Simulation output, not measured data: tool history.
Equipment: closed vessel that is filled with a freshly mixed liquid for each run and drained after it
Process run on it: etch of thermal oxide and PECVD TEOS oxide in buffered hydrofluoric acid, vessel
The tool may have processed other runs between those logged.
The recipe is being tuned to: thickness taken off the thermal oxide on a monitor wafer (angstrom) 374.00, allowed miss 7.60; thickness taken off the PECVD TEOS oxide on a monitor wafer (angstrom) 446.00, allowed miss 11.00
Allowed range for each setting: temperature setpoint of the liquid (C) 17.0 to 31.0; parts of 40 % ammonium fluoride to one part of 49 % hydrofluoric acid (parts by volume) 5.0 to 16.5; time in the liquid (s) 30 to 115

run,hour,temperature setpoint of the liquid (C),parts of 40 % ammonium fluoride to one part of 49 % hydrofluoric acid (parts by volume),time in the liquid (s),thickness taken off the thermal oxide on a monitor wafer (angstrom),thickness taken off the PECVD TEOS oxide on a monitor wafer (angstrom)
1,0.0,23.0,10.0,60,598.35,717.16
2,6.4,23.0,10.0,70,701.55,832.40
3,8.3,22.0,10.5,70,631.77,753.50
4,15.2,22.0,10.5,50,445.16,537.83
5,17.3,21.5,10.5,50,441.53,525.21
6,24.6,21.0,10.5,50,428.24,510.05
7,33.5,20.5,10.5,50,409.07,496.06
8,35.3,20.0,10.5,50,401.80,479.44
9,40.6,19.5,10.5,50,387.55,469.42

Pick the move, out of 5, that brings all results within their allowed miss; only one does.
A,45.9,23.0,12.5,45,?,?
B,45.9,19.0,10.0,45,?,?
C,45.9,18.5,12.5,60,?,?
D,45.9,24.0,13.5,45,?,?
E,45.9,17.0,8.0,45,?,?

move,thickness taken off the thermal oxide on a monitor wafer (angstrom),thickness taken off the PECVD TEOS oxide on a monitor wafer (angstrom)
A,356.32,434.99
B,354.63,432.92
C,369.68,451.29
D,349.05,426.11
E,384.48,469.37
A: carries the result that was furthest off beyond its target, to the other side
B: carries the result that was furthest off beyond its target, to the other side
C: all results land within tolerance of their targets
D: carries the result that was furthest off beyond its target, to the other side
E: neither nearer nor further off than the last run
C is the move that brings every result within its allowed miss.

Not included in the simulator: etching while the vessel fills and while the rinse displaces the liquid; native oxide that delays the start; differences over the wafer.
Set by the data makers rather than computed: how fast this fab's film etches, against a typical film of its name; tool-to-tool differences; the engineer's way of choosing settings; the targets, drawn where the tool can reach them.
